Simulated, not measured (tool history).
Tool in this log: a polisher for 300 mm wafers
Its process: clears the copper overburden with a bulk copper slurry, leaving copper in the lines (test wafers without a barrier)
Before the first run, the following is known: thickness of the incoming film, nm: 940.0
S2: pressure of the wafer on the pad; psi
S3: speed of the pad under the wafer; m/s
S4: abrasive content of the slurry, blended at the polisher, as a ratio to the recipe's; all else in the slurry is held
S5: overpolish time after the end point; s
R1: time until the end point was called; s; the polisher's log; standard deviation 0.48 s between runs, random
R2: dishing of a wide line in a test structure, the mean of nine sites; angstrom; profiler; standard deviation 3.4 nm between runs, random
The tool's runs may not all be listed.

Run 1, hour 0.0: flow of slurry (ml/min) 315, S2 3.2 psi, S3 1.14 m/s, S4 1.0, S5 22 s. Result: R1 67.654 s, R2 1253.5 angstrom.
Run 2, hour 2.4: flow of slurry (ml/min) 315, S2 3.5 psi, S3 1.14 m/s, S4 1.0, S5 23 s. Result: R1 63.676 s, R2 1273.9 angstrom.
Run 3, hour 5.3: flow of slurry (ml/min) 315, S2 3.8 psi, S3 1.14 m/s, S4 1.0, S5 23 s. Result: R1 59.449 s, R2 1385.9 angstrom.
Run 4, hour 9.4: flow of slurry (ml/min) 315, S2 3.8 psi, S3 1.02 m/s, S4 1.0, S5 23 s. Result: R1 65.718 s, R2 1356.1 angstrom.
Run 5, hour 11.6: flow of slurry (ml/min) 315, S2 3.8 psi, S3 1.02 m/s, S4 1.0, S5 29 s. Result: R1 63.277 s, R2 1433.7 angstrom.
Run 6, hour 20.5: flow of slurry (ml/min) 315, S2 4.1 psi, S3 1.04 m/s, S4 1.0, S5 27 s. Result: R1 59.119 s, R2 1423.0 angstrom.
Run 7, hour 28.1: flow of slurry (ml/min) 315, S2 4.3 psi, S3 1.04 m/s, S4 1.0, S5 28 s. Result: R1 58.408 s, R2 1439.1 angstrom.
Run 8, hour 31.1: flow of slurry (ml/min) 315, S2 4.5 psi, S3 1.08 m/s, S4 1.0, S5 29 s. Result: R1 55.651 s, R2 1486.0 angstrom.
Run 9, hour 38.6: flow of slurry (ml/min) 315, S2 4.6 psi, S3 1.12 m/s, S4 1.0, S5 30 s. Result: R1 52.759 s, R2 1584.7 angstrom.
Run 10, hour 42.9: flow of slurry (ml/min) 315, S2 4.7 psi, S3 1.14 m/s, S4 1.0, S5 29 s. Result: R1 51.900 s, R2 1522.2 angstrom.

What does the tool deliver on the next run?
Run 11, hour 51.4: flow of slurry (ml/min) 315, S2 4.8 psi, S3 1.16 m/s, S4 1.0, S5 29 s. Result: R1 ?, R2 ?.

Run 11 gave R1 49.520 s, R2 1560.3 angstrom.
